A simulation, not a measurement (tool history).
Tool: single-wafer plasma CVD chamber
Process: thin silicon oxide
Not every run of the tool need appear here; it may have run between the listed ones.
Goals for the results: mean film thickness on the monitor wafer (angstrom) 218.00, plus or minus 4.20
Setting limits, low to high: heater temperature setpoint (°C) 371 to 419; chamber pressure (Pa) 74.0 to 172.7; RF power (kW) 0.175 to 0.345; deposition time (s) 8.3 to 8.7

run	hour	heater temperature setpoint (°C)	chamber pressure (Pa)	RF power (kW)	deposition time (s)	mean film thickness on the monitor wafer (angstrom)
1	0.0	395	123.3	0.260	8.7	166.83
2	7.3	395	129.2	0.260	8.7	172.91
3	9.9	395	129.2	0.260	8.7	171.62
4	11.1	395	135.1	0.260	8.7	177.50
5	11.6	395	135.1	0.285	8.7	188.81
6	18.9	395	154.5	0.285	8.7	203.36
7	27.4	395	156.7	0.285	8.7	206.54
8	32.6	395	158.3	0.285	8.7	208.38
9	36.0	395	159.6	0.285	8.7	209.70
10	41.8	395	160.8	0.285	8.7	212.55
11	42.5	395	161.5	0.285	8.7	210.47
12	49.7	395	162.5	0.285	8.7	210.21
13	52.8	395	163.7	0.285	8.7	210.29
14	58.5	395	164.9	0.285	8.7	212.37

Exercise: of the 4 proposed moves below, exactly one satisfies all targets within the stated allowed misses. Which move is it?
A	64.2	398	167.5	0.275	8.6	?
B	64.2	393	148.1	0.285	8.7	?
C	64.2	390	169.6	0.280	8.4	?
D	64.2	394	165.5	0.295	8.7	?

move	mean film thickness on the monitor wafer (angstrom)
A	207.81
B	200.46
C	207.04
D	217.50
A: further off than the last run
B: further off than the last run
C: further off than the last run
D: meets every target
Correct choice: D, which meets every target

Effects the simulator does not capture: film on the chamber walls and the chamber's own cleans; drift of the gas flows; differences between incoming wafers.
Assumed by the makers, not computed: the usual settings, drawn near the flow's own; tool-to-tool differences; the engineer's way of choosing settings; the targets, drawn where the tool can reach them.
